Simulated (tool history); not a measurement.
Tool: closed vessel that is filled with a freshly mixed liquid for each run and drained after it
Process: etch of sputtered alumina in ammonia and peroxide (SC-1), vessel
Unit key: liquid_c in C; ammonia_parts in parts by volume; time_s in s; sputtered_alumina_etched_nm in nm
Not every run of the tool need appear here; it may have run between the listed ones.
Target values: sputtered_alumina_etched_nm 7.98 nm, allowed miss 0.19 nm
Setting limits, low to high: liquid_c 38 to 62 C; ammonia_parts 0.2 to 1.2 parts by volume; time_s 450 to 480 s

| run | hour | liquid_c | ammonia_parts | time_s | sputtered_alumina_etched_nm |
|---|---|---|---|---|---|
| 1 | 0 | 46 | 0.7 | 450 | 12.893 |
| 2 | 5.7 | 45 | 0.7 | 450 | 12.239 |
| 3 | 9.9 | 44 | 0.65 | 450 | 11.375 |
| 4 | 13.4 | 43.5 | 0.65 | 450 | 11.167 |
| 5 | 16.1 | 43.5 | 0.65 | 450 | 11.036 |
| 6 | 24.8 | 43 | 0.65 | 450 | 10.789 |
| 7 | 29.3 | 42.5 | 0.65 | 450 | 10.54 |
| 8 | 33.8 | 42 | 0.65 | 450 | 10.194 |
| 9 | 40.4 | 41.5 | 0.65 | 450 | 9.9386 |
| 10 | 49.3 | 38 | 0.45 | 450 | 7.6799 |
| 11 | 51.4 | 38 | 0.45 | 450 | 7.7532 |

Which of these 5 next moves meets every target?
| A | 53.5 | 39.5 | 0.25 | 480 | ? |
| B | 53.5 | 38.5 | 0.2 | 460 | ? |
| C | 53.5 | 39 | 0.35 | 480 | ? |
| D | 53.5 | 38 | 0.6 | 480 | ? |
| E | 53.5 | 38 | 0.55 | 450 | ? |

| move | sputtered_alumina_etched_nm |
|---|---|
| A | 8.5837 |
| B | 7.5864 |
| C | 8.6056 |
| D | 8.5362 |
| E | 7.9363 |
A: takes the result that was furthest off past its target
B: lands further from the targets than the last run did
C: takes the result that was furthest off past its target
D: takes the result that was furthest off past its target
E: every result lands within tolerance
So the answer is move E, the one that meets all the targets.
